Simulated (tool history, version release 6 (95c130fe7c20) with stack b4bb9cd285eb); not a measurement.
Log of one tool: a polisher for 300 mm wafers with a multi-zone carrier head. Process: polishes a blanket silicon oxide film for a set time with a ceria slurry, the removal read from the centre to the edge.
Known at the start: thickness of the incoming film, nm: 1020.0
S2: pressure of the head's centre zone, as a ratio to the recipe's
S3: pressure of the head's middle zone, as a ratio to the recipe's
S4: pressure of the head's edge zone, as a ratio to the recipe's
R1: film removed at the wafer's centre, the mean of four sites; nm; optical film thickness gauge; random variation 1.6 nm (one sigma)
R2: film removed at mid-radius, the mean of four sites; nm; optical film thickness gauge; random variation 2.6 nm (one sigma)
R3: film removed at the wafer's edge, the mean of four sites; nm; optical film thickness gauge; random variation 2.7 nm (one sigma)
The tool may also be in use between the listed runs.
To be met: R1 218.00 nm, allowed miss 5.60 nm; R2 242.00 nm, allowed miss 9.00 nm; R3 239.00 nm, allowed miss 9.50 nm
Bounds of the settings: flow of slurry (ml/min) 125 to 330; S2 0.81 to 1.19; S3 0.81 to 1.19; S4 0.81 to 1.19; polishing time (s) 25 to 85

{"run": 1, "day": 0.0, "flow of slurry (ml/min)": 210, "S2": 1.0, "S3": 1.0, "S4": 1.0, "polishing time (s)": 55, "R1": 241.1, "R2": 241.9, "R3": 234.27}
{"run": 2, "day": 0.079, "flow of slurry (ml/min)": 205, "S2": 0.99, "S3": 1.0, "S4": 1.01, "polishing time (s)": 55, "R1": 239.29, "R2": 243.14, "R3": 233.94}
{"run": 3, "day": 0.162, "flow of slurry (ml/min)": 200, "S2": 0.98, "S3": 1.0, "S4": 1.02, "polishing time (s)": 55, "R1": 241.41, "R2": 242.82, "R3": 234.8}
{"run": 4, "day": 0.529, "flow of slurry (ml/min)": 200, "S2": 0.93, "S3": 1.0, "S4": 1.02, "polishing time (s)": 55, "R1": 227.51, "R2": 239.39, "R3": 229.05}
{"run": 5, "day": 0.825, "flow of slurry (ml/min)": 200, "S2": 0.93, "S3": 1.0, "S4": 1.02, "polishing time (s)": 64, "R1": 267.6, "R2": 275.59, "R3": 272.21}
{"run": 6, "day": 1.075, "flow of slurry (ml/min)": 200, "S2": 0.93, "S3": 1.0, "S4": 1.11, "polishing time (s)": 64, "R1": 269.08, "R2": 286.99, "R3": 287.48}
{"run": 7, "day": 1.192, "flow of slurry (ml/min)": 195, "S2": 0.91, "S3": 1.0, "S4": 1.1, "polishing time (s)": 63, "R1": 256.01, "R2": 279.26, "R3": 281.4}
{"run": 8, "day": 1.329, "flow of slurry (ml/min)": 190, "S2": 0.9, "S3": 1.0, "S4": 1.08, "polishing time (s)": 63, "R1": 251.44, "R2": 272.34, "R3": 271.05}
{"run": 9, "day": 1.592, "flow of slurry (ml/min)": 185, "S2": 0.89, "S3": 1.0, "S4": 1.07, "polishing time (s)": 63, "R1": 249.4, "R2": 274.27, "R3": 270.02}
{"run": 10, "day": 1.788, "flow of slurry (ml/min)": 180, "S2": 0.88, "S3": 0.99, "S4": 1.06, "polishing time (s)": 63, "R1": 243.92, "R2": 273.15, "R3": 266.67}
{"run": 11, "day": 2.121, "flow of slurry (ml/min)": 180, "S2": 0.87, "S3": 0.97, "S4": 1.05, "polishing time (s)": 63, "R1": 247.4, "R2": 265.55, "R3": 267.79}
{"run": 12, "day": 2.471, "flow of slurry (ml/min)": 175, "S2": 0.86, "S3": 0.97, "S4": 1.04, "polishing time (s)": 63, "R1": 237.67, "R2": 268.44, "R3": 271.04}
{"run": 13, "day": 2.546, "flow of slurry (ml/min)": 175, "S2": 0.86, "S3": 0.97, "S4": 1.04, "polishing time (s)": 63, "R1": 240.48, "R2": 264.24, "R3": 263.39}
{"run": 14, "day": 2.642, "flow of slurry (ml/min)": 170, "S2": 0.85, "S3": 0.97, "S4": 1.03, "polishing time (s)": 63, "R1": 231.84, "R2": 270.21, "R3": 268.29}
{"run": 15, "day": 2.971, "flow of slurry (ml/min)": 175, "S2": 0.85, "S3": 0.97, "S4": 1.02, "polishing time (s)": 62, "R1": 232.22, "R2": 262.63, "R3": 257.75}
{"run": 16, "day": 3.108, "flow of slurry (ml/min)": 175, "S2": 0.85, "S3": 0.96, "S4": 1.01, "polishing time (s)": 62, "R1": 237.67, "R2": 257.47, "R3": 260.01}
{"run": 17, "day": 3.342, "flow of slurry (ml/min)": 170, "S2": 0.85, "S3": 0.96, "S4": 1.0, "polishing time (s)": 62, "R1": 231.51, "R2": 261.01, "R3": 256.22}
{"run": 18, "day": 3.642, "flow of slurry (ml/min)": 170, "S2": 0.85, "S3": 0.95, "S4": 0.99, "polishing time (s)": 62, "R1": 232.65, "R2": 256.24, "R3": 259.31}
{"day": 3.821, "done": "edge zone pressure recalibrated"}
{"run": 19, "day": 3.821, "flow of slurry (ml/min)": 170, "S2": 0.85, "S3": 0.95, "S4": 0.98, "polishing time (s)": 62, "R1": 230.78, "R2": 253.08, "R3": 257.96}
{"run": 20, "day": 4.033, "flow of slurry (ml/min)": 170, "S2": 0.85, "S3": 0.95, "S4": 0.97, "polishing time (s)": 62, "R1": 232.51, "R2": 253.63, "R3": 266.46}
{"run": 21, "day": 4.271, "flow of slurry (ml/min)": 175, "S2": 0.85, "S3": 0.95, "S4": 0.97, "polishing time (s)": 61, "R1": 229.88, "R2": 253.89, "R3": 259.39}
{"run": 22, "day": 4.638, "flow of slurry (ml/min)": 170, "S2": 0.85, "S3": 0.95, "S4": 0.97, "polishing time (s)": 61, "R1": 228.9, "R2": 250.92, "R3": 259.44}

5 next moves are on the table. One of them brings every result within its allowed miss. Which?
{"run": "A", "day": 5.004, "flow of slurry (ml/min)": 130, "S2": 0.87, "S3": 0.97, "S4": 0.91, "polishing time (s)": 60, "R1": "?", "R2": "?", "R3": "?"}
{"run": "B", "day": 5.004, "flow of slurry (ml/min)": 160, "S2": 0.89, "S3": 0.89, "S4": 0.97, "polishing time (s)": 56, "R1": "?", "R2": "?", "R3": "?"}
{"run": "C", "day": 5.004, "flow of slurry (ml/min)": 160, "S2": 0.86, "S3": 0.85, "S4": 0.92, "polishing time (s)": 58, "R1": "?", "R2": "?", "R3": "?"}
{"run": "D", "day": 5.004, "flow of slurry (ml/min)": 210, "S2": 0.87, "S3": 0.9, "S4": 0.98, "polishing time (s)": 60, "R1": "?", "R2": "?", "R3": "?"}
{"run": "E", "day": 5.004, "flow of slurry (ml/min)": 170, "S2": 1.1, "S3": 1.13, "S4": 0.98, "polishing time (s)": 50, "R1": "?", "R2": "?", "R3": "?"}

move=A R1=218.23 R2=242.90 R3=240.27
move=B R1=215.15 R2=217.80 R3=236.66
move=C R1=216.34 R2=217.23 R3=239.23
move=D R1=235.32 R2=244.13 R3=261.56
move=E R1=233.55 R2=239.71 R3=212.98
A: meets every target
B: brings the result that was furthest off to its target, and leaves another outside
C: brings the result that was furthest off to its target, and leaves another outside
D: further off than the last run
E: takes the result that was furthest off past its target
Answer: A

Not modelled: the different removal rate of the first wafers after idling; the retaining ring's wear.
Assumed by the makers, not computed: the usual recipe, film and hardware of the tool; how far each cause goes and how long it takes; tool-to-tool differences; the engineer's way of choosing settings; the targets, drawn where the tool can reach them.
